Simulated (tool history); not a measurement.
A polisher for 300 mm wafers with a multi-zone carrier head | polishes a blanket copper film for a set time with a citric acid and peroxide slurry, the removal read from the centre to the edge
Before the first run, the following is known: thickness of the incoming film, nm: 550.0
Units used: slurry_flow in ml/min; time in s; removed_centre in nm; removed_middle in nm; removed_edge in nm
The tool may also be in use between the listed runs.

run 1 hour=0.0 | slurry_flow=295 centre_zone=1.00 middle_zone=1.00 edge_zone=1.00 slurry_solids=1.00 time=62 | removed_centre=167.85 removed_middle=169.98 removed_edge=167.06
run 2 hour=8.4 | slurry_flow=295 centre_zone=1.00 middle_zone=1.00 edge_zone=1.00 slurry_solids=1.15 time=62 | removed_centre=173.34 removed_middle=178.25 removed_edge=172.27
run 3 hour=10.2 | slurry_flow=295 centre_zone=1.00 middle_zone=1.00 edge_zone=1.00 slurry_solids=1.15 time=78 | removed_centre=216.22 removed_middle=221.13 removed_edge=221.24
run 4 hour=17.0 | slurry_flow=320 centre_zone=1.00 middle_zone=1.00 edge_zone=1.00 slurry_solids=1.15 time=78 | removed_centre=210.70 removed_middle=218.31 removed_edge=222.01
run 5 hour=19.1 | slurry_flow=255 centre_zone=1.00 middle_zone=1.00 edge_zone=1.00 slurry_solids=1.15 time=78 | removed_centre=205.51 removed_middle=224.57 removed_edge=221.58
run 6 hour=27.6 | slurry_flow=330 centre_zone=1.00 middle_zone=1.00 edge_zone=1.00 slurry_solids=1.15 time=78 | removed_centre=214.55 removed_middle=223.56 removed_edge=221.69
run 7 hour=31.9 | slurry_flow=335 centre_zone=0.96 middle_zone=0.96 edge_zone=0.98 slurry_solids=0.95 time=68 | removed_centre=174.03 removed_middle=181.53 removed_edge=182.88

Forecast run 8:
run 8 hour=35.0 | slurry_flow=310 centre_zone=0.92 middle_zone=0.86 edge_zone=0.91 slurry_solids=0.70 time=50 | removed_centre=? removed_middle=? removed_edge=?

Run 8 yielded removed_centre 113.13 nm, removed_middle 114.56 nm, removed_edge 123.18 nm.

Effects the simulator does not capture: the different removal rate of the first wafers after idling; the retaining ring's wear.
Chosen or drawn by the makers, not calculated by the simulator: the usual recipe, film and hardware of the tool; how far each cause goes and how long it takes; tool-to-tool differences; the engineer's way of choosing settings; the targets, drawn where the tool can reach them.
